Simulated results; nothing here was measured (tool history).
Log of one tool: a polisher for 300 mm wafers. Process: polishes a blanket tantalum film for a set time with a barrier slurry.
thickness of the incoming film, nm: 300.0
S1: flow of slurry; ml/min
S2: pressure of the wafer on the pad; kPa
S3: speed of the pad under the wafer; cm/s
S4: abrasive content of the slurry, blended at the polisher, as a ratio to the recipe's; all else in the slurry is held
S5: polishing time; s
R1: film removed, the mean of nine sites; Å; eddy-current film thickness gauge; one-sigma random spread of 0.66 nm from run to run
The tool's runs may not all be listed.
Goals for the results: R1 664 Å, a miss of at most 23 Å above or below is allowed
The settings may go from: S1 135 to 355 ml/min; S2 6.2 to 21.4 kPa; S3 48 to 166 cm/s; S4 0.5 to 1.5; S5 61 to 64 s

run,hour,S1,S2,S3,S4,S5,R1
1,0,225,13.8,106,1,61,1115.2
2,2.2,225,13.8,126,1,61,1240.6
3,7.9,225,11.7,124,1,61,1072.8
4,16.6,225,15.2,124,1,61,1348.4
5,21.1,225,13.1,120,1,61,1151.1
6,27.1,225,13.1,120,1,64,1212
# hour 30.7: head pressure recalibrated
7,30.7,225,11,116,1,64,910.27
8,39.1,225,10.3,116,1,64,856.14
9,42.7,225,9.7,116,1,64,793.81
10,46.4,220,6.9,116,1,64,581.5

Below are 4 possible settings for the next run. Only one of them brings all results inside the allowed miss of their targets. Which is it?
A,50.1,210,7.6,120,1.1,64,?
B,50.1,215,6.9,126,1.05,62,?
C,50.1,285,8.3,110,0.75,64,?
D,50.1,215,6.9,120,1.25,64,?

move,R1
A,657
B,597.88
C,617.6
D,622.28
A: every result within its allowed miss
B: closer than the last run, but not yet in spec
C: closer than the last run, but not yet in spec
D: closer than the last run, but not yet in spec
So the answer is move A, the one that meets all the targets.

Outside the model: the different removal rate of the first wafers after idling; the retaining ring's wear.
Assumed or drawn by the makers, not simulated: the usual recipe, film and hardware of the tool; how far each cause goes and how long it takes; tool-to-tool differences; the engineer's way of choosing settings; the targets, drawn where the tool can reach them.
